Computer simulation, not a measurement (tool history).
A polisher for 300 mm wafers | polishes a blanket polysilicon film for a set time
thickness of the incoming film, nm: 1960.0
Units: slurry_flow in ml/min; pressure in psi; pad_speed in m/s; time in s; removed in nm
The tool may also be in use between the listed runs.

run	day	slurry_flow	pressure	pad_speed	time	removed
1	0.000	285	2.1	1.16	49	356.21
2	0.371	285	2.2	1.16	49	370.09
3	0.604	285	2.3	1.16	49	387.62
4	0.700	285	1.9	1.16	49	324.34
5	0.788	315	1.9	1.16	49	328.18
6	0.967	315	2.1	1.16	49	361.03
7	1.333	315	2.2	1.16	49	379.50
8	1.433	320	2.3	1.16	49	394.39
9	1.588	320	2.4	1.16	49	418.11

The next listed run, before its measurement:
10	1.825	320	2.5	1.16	49	?

Run 10 gave removed 430.63 nm.
